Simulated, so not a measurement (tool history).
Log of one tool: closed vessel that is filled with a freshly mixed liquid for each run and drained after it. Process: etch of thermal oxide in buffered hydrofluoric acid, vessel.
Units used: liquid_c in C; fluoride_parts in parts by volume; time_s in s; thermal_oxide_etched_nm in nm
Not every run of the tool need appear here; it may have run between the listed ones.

run 1 hour=0.0 | liquid_c=22.0 fluoride_parts=8.0 time_s=30 | thermal_oxide_etched_nm=36.967
run 2 hour=2.2 | liquid_c=20.0 fluoride_parts=8.0 time_s=30 | thermal_oxide_etched_nm=33.556
run 3 hour=2.8 | liquid_c=22.5 fluoride_parts=7.5 time_s=30 | thermal_oxide_etched_nm=41.637
run 4 hour=9.9 | liquid_c=22.5 fluoride_parts=7.5 time_s=30 | thermal_oxide_etched_nm=40.636
run 5 hour=13.9 | liquid_c=24.5 fluoride_parts=7.0 time_s=30 | thermal_oxide_etched_nm=49.011
run 6 hour=20.5 | liquid_c=26.0 fluoride_parts=6.5 time_s=30 | thermal_oxide_etched_nm=56.959

Run 7, settings as shown, results not yet in. Your forecast:
run 7 hour=28.1 | liquid_c=27.0 fluoride_parts=6.5 time_s=30 | thermal_oxide_etched_nm=?

{"run 7": {"thermal_oxide_etched_nm": 59.95}}
